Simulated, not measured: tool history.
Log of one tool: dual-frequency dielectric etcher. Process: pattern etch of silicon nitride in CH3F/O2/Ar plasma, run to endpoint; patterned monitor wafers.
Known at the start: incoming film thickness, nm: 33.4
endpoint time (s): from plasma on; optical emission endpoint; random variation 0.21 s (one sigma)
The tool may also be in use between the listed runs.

run	day	source power (kW)	bias power (kW)	endpoint time (s)
1	0.000	0.440	0.061	48.560
2	0.267	0.460	0.062	47.261
3	0.371	0.430	0.062	48.322
4	0.675	0.480	0.062	46.468
5	0.817	0.480	0.052	49.099
6	0.996	0.480	0.059	47.913
7	1.096	0.500	0.060	46.295
8	1.133	0.500	0.060	46.305
9	1.367	0.510	0.060	46.040
10	1.438	0.520	0.060	45.545

Run 11 comes next. What will it give?
11	1.658	0.530	0.060	?

Run 11 gave endpoint time (s) 45.811.
